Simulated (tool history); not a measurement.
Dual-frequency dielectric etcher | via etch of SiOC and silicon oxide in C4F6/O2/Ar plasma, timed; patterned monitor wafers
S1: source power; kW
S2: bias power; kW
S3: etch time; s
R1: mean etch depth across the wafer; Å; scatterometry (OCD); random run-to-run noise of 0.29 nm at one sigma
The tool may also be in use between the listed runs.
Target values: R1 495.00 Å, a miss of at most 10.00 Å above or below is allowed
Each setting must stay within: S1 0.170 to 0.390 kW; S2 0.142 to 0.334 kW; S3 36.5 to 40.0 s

run 1 hour=0.0 | S1=0.280 S2=0.238 S3=40.0 | R1=443.87
run 2 hour=4.5 | S1=0.260 S2=0.238 S3=40.0 | R1=430.05
run 3 hour=8.7 | S1=0.260 S2=0.210 S3=40.0 | R1=413.94
run 4 hour=16.4 | S1=0.290 S2=0.210 S3=40.0 | R1=431.31
run 5 hour=19.7 | S1=0.310 S2=0.210 S3=40.0 | R1=443.42
run 6 hour=26.6 | S1=0.310 S2=0.210 S3=36.5 | R1=411.26
run 7 hour=35.2 | S1=0.320 S2=0.222 S3=36.5 | R1=423.53
run 8 hour=41.2 | S1=0.330 S2=0.233 S3=36.5 | R1=438.06
run 9 hour=44.5 | S1=0.340 S2=0.240 S3=36.5 | R1=447.45
run 10 hour=51.7 | S1=0.350 S2=0.246 S3=36.5 | R1=451.47
run 11 hour=56.4 | S1=0.360 S2=0.253 S3=36.5 | R1=460.61

Next run, 4 choices. One meets every target within its allowed miss, the rest don't. Which?
run A hour=61.1 | S1=0.370 S2=0.266 S3=38.0 | R1=?
run B hour=61.1 | S1=0.370 S2=0.238 S3=37.0 | R1=?
run C hour=61.1 | S1=0.360 S2=0.302 S3=38.5 | R1=?
run D hour=61.1 | S1=0.360 S2=0.252 S3=37.5 | R1=?

move=A R1=497.16
move=B R1=467.03
move=C R1=519.02
move=D R1=476.26
A: meets every target
B: moves toward the targets from the last run without getting all of them in spec
C: moves the result that the last run missed by most past its target, out the other side
D: moves toward the targets from the last run without getting all of them in spec
The move that meets every target is A.

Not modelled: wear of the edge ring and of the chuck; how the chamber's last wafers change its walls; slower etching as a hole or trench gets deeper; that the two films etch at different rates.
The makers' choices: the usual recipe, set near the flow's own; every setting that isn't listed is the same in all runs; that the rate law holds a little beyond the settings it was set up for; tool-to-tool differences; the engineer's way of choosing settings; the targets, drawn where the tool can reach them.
